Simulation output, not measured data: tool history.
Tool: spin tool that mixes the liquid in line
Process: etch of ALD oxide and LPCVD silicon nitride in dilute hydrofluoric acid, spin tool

run	hour	temperature setpoint of the liquid (°C)	parts of water to one part of 49 % hydrofluoric acid (parts by volume)	time under the liquid (s)	thickness taken off the ALD oxide on a monitor wafer (Å)	thickness taken off the LPCVD silicon nitride on a monitor wafer (Å)
1	0	20	175	115	163.52	2.8254
2	1.9	20	220	115	126.7	2.016
3	10.2	21	210	115	141.37	2.2051
4	17.2	22	210	115	144.69	1.9488
5	25.9	22	170	115	186.14	2.6089
6	28.5	22.5	170	115	192.21	2.6285
7	33.1	23	170	115	196.78	2.8316

The next listed run, before its measurement:
8	37.6	23.5	170	115	?	?

thickness taken off the ALD oxide on a monitor wafer (Å): 199.57
thickness taken off the LPCVD silicon nitride on a monitor wafer (Å): 3.7242

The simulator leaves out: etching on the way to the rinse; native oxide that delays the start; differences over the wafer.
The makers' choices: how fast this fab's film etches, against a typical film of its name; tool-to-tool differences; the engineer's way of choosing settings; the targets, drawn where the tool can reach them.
